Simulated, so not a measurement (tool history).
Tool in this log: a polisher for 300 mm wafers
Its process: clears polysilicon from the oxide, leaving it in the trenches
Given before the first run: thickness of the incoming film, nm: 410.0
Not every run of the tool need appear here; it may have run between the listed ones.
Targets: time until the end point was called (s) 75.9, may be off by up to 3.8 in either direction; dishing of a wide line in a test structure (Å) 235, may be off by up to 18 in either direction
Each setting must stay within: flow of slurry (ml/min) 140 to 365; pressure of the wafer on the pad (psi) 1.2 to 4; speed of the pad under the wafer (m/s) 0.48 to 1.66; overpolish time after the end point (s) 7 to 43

run  hour  flow of slurry (ml/min)  pressure of the wafer on the pad (psi)  speed of the pad under the wafer (m/s)  overpolish time after the end point (s)  time until the end point was called (s)  dishing of a wide line in a test structure (Å)
  1     0                      235                                     2.6                                    1.06                                       22                                   29.619                                          263.51
  2   8.2                      235                                     3.2                                    1.06                                       22                                   24.083                                          268.34
  3  16.4                      230                                     2.7                                    0.94                                       21                                   32.697                                          251.95
  4  21.2                      230                                     2.7                                    1.08                                       21                                   28.587                                          250.38
  5  26.6                      230                                       3                                    1.08                                       21                                   25.535                                          258.51
  6  27.2                      230                                       3                                    0.96                                       21                                   28.661                                          265.47
  7  34.4                      225                                     2.6                                    0.88                                       21                                   36.509                                          260.65
  8  40.1                      215                                     2.3                                    0.84                                       18                                    42.21                                          257.98
  9  45.9                      170                                     1.6                                     0.6                                        8                                   84.254                                          177.44
 10  54.9                      170                                     1.6                                     0.6                                        8                                   86.922                                          168.82
 11  59.8                      190                                     1.6                                     0.6                                       12                                   85.517                                           214.8
 12  63.7                      195                                     1.7                                     0.6                                       12                                   78.017                                           216.3
 13  65.4                      200                                     1.7                                     0.6                                       12                                   80.144                                          209.63

Which single option among these 4 for the next run brings every result within its allowed miss of target? Just one does.
  A  67.1                      250                                     1.9                                    0.54                                       17                                        ?                                               ?
  B  67.1                      165                                     1.8                                    0.54                                       17                                        ?                                               ?
  C  67.1                      165                                     1.5                                    0.62                                       10                                        ?                                               ?
  D  67.1                      220                                     1.5                                     0.7                                        9                                        ?                                               ?

move  time until the end point was called (s)  dishing of a wide line in a test structure (Å)
   A                                   75.933                                          245.99
   B                                    84.33                                          240.26
   C                                   88.041                                          195.22
   D                                   75.443                                          199.75
A: meets every target
B: the worst result of the last run now meets its target, but another is out of spec
C: misses by more than the last run did
D: misses by more than the last run did
The right move is A.
